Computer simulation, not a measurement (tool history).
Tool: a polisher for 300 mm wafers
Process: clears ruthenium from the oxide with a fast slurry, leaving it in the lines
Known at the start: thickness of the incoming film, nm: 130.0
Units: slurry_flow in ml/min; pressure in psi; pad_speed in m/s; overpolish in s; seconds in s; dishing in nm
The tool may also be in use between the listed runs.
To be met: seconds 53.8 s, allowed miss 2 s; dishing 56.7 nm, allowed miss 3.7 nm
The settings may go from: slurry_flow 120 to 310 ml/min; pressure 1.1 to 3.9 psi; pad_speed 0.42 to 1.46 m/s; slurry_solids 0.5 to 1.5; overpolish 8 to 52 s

run,hour,slurry_flow,pressure,pad_speed,slurry_solids,overpolish,seconds,dishing
1,0,200,2.5,0.94,1,26,36.375,55.521
2,1.8,200,2.5,0.94,0.9,26,38.358,55.365
3,7.7,200,2.4,0.94,0.9,28,39.762,56.003
4,9.7,200,2,0.94,0.9,28,46.853,49.526
5,13,200,2,0.94,0.9,30,48.589,52.338
6,22,200,2,0.94,0.9,31,47.08,54.328
7,25.3,200,2,0.94,0.9,32,47.047,54.894
8,26.1,200,2,0.94,0.9,33,47.7,55.453
9,31.9,200,2,0.94,0.9,34,47.048,55.233
10,40.6,200,2,0.94,0.9,35,47.686,57.687
11,42.1,200,2,0.94,0.9,35,47.589,57.676

5 next moves are on the table. One of them brings every result within its allowed miss. Which?
A,43.6,190,2.1,0.84,0.8,39,?,?
B,43.6,205,1.8,1.04,0.9,35,?,?
C,43.6,215,2.3,1.04,0.6,38,?,?
D,43.6,200,2,0.9,0.95,39,?,?
E,43.6,215,2.1,0.86,0.9,29,?,?

move,seconds,dishing
A,53.435,58.699
B,47.494,59.042
C,44.664,64.144
D,48.429,62.195
E,48.983,51.374
A: meets every target
B: as far off as the last run
C: further off than the last run
D: nearer than the last run, and not there yet
E: nearer than the last run, and not there yet
The right move is A.

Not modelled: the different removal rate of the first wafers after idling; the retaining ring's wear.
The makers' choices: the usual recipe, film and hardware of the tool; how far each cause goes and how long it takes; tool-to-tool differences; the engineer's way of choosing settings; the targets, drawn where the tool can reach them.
